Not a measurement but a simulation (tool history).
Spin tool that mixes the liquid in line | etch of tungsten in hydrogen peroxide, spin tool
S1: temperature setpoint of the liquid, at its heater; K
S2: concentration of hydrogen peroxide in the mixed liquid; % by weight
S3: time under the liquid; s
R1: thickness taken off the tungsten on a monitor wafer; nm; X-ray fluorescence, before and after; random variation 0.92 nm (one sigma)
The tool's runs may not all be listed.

| run | hour | S1 | S2 | S3 | R1 |
|---|---|---|---|---|---|
| 1 | 0.0 | 321.15 | 16.5 | 50 | 85.787 |
| 2 | 3.5 | 321.15 | 16.5 | 50 | 87.462 |
| 3 | 8.9 | 321.15 | 15.0 | 50 | 80.666 |
| 4 | 14.9 | 327.15 | 15.0 | 50 | 119.500 |
| 5 | 23.5 | 326.65 | 15.0 | 50 | 113.890 |
| 6 | 29.2 | 326.65 | 15.0 | 50 | 116.510 |

Run 7 comes next. What will it give?
| 7 | 36.9 | 326.15 | 15.0 | 50 | ? |

Run 7 gave R1 110.950 nm.
